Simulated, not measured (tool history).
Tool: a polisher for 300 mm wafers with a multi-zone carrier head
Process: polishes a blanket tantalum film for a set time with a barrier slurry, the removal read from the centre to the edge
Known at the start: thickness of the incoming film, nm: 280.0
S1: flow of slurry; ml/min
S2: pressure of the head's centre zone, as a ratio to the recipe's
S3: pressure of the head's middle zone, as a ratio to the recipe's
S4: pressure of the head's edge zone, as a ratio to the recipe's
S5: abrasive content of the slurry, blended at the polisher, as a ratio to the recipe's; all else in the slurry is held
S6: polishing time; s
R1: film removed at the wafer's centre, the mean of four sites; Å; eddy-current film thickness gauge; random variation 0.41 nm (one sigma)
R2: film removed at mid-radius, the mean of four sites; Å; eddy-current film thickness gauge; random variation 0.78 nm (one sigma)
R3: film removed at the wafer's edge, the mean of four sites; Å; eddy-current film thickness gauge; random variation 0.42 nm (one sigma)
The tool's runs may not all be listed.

run  hour   S1    S2    S3    S4    S5  S6       R1       R2       R3
  1   0.0  235  1.00  1.00  1.00  1.00  40  1032.80  1038.30  1007.20
  2   1.5  225  0.95  0.96  0.97  0.85  36   845.95   886.32   859.39
  3   2.8  225  0.95  0.96  0.97  1.00  36   873.37   897.68   895.35
  4  11.6  210  0.92  0.92  0.96  0.85  33   739.48   734.21   767.70
  5  15.3  155  0.92  0.92  0.96  0.85  33   717.85   730.52   756.70
  6  21.5  155  0.89  0.90  0.94  0.75  32   662.24   673.85   706.60
  7  29.1  155  0.87  0.89  0.93  0.70  31   604.39   635.20   666.90

Run 8 comes next. What will it give?
  8  31.6  155  0.84  0.82  0.83  0.50  31   ?   ?   ?

R1: 526.41 Å
R2: 517.33 Å
R3: 568.41 Å
